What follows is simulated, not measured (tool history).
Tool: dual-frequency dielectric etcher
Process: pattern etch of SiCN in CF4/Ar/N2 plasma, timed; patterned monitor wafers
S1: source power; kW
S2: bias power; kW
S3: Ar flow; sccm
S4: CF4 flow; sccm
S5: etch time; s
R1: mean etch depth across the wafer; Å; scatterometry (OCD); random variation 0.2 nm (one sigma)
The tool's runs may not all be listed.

run,hour,S1,S2,S3,S4,S5,R1
1,0.0,0.340,0.054,96,66,190,1113.70
2,6.9,0.340,0.045,96,66,190,1067.20
3,11.0,0.330,0.045,96,66,190,1031.10
4,15.3,0.330,0.045,96,78,190,1066.80
5,21.4,0.320,0.045,96,78,190,1026.80
6,26.7,0.310,0.045,96,78,190,997.94
7,29.9,0.300,0.045,96,78,190,968.88
8,38.4,0.300,0.045,96,78,190,966.40

The next listed run, before its measurement:
9,43.9,0.290,0.045,96,78,190,?

Run 9 gave R1 936.20 Å.
